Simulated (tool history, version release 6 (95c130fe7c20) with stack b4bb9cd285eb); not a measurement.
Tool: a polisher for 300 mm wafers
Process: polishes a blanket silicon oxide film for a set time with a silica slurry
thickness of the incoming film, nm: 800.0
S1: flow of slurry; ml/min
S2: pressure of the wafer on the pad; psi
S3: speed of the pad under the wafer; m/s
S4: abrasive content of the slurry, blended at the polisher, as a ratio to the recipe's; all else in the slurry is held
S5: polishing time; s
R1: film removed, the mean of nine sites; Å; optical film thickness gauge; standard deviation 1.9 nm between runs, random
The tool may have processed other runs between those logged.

run	hour	S1	S2	S3	S4	S5	R1
1	0	285	3.4	1.2	1	59	1996.9
2	3.4	285	3.4	1.2	0.85	59	1763.2
3	11.6	285	3.4	1.2	0.85	59	1790.5
4	19.4	285	3.4	1.2	0.85	59	1785.8
5	24.4	285	3.4	1.2	0.85	62	1875
6	32.3	285	3.3	1.2	0.85	62	1772.8
7	37.9	285	3.2	1.2	0.85	62	1757.4
8	43.3	285	3.1	1.2	0.85	62	1679
9	49.5	285	3	1.2	0.85	62	1646.5

For run 10, what comes out?
10	52.2	285	2.9	1.2	0.85	62	?

Run 10 produced R1 1597.1 Å.
